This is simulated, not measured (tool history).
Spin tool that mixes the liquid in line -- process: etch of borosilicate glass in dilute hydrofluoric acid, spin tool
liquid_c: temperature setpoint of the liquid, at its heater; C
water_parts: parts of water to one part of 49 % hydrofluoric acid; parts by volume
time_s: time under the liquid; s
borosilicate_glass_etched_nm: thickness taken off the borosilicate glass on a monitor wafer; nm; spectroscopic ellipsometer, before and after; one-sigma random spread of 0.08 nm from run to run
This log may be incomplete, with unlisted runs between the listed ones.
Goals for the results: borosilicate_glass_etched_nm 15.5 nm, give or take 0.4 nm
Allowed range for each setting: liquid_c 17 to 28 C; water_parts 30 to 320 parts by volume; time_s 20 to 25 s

run 1 hour=0 | liquid_c=20 water_parts=175 time_s=25 | borosilicate_glass_etched_nm=5.852
run 2 hour=8 | liquid_c=18.5 water_parts=175 time_s=25 | borosilicate_glass_etched_nm=5.4412
run 3 hour=11.1 | liquid_c=18.5 water_parts=175 time_s=25 | borosilicate_glass_etched_nm=5.4964
run 4 hour=15.2 | liquid_c=18.5 water_parts=130 time_s=25 | borosilicate_glass_etched_nm=7.7138
run 5 hour=20.7 | liquid_c=18.5 water_parts=130 time_s=20 | borosilicate_glass_etched_nm=6.1469
run 6 hour=29.1 | liquid_c=22 water_parts=130 time_s=20 | borosilicate_glass_etched_nm=7.0894
run 7 hour=36 | liquid_c=23.5 water_parts=100 time_s=20 | borosilicate_glass_etched_nm=10.149
run 8 hour=42.3 | liquid_c=24.5 water_parts=90 time_s=20 | borosilicate_glass_etched_nm=11.954
run 9 hour=45.2 | liquid_c=25.5 water_parts=85 time_s=20 | borosilicate_glass_etched_nm=13.245

Of the 5 settings listed for the next run, only one would bring every result within its allowed miss of target. Which one?
run A hour=48.1 | liquid_c=25.5 water_parts=95 time_s=20 | borosilicate_glass_etched_nm=?
run B hour=48.1 | liquid_c=26 water_parts=80 time_s=20 | borosilicate_glass_etched_nm=?
run C hour=48.1 | liquid_c=25.5 water_parts=95 time_s=25 | borosilicate_glass_etched_nm=?
run D hour=48.1 | liquid_c=24 water_parts=70 time_s=20 | borosilicate_glass_etched_nm=?
run E hour=48.1 | liquid_c=20.5 water_parts=90 time_s=25 | borosilicate_glass_etched_nm=?

move=A borosilicate_glass_etched_nm=11.628
move=B borosilicate_glass_etched_nm=14.361
move=C borosilicate_glass_etched_nm=14.535
move=D borosilicate_glass_etched_nm=15.35
move=E borosilicate_glass_etched_nm=12.625
A: moves away from the targets compared with the last run
B: closes in on the targets versus the last run, not all within tolerance yet
C: closes in on the targets versus the last run, not all within tolerance yet
D: every result lands within tolerance
E: moves away from the targets compared with the last run
The move that meets every target is D.

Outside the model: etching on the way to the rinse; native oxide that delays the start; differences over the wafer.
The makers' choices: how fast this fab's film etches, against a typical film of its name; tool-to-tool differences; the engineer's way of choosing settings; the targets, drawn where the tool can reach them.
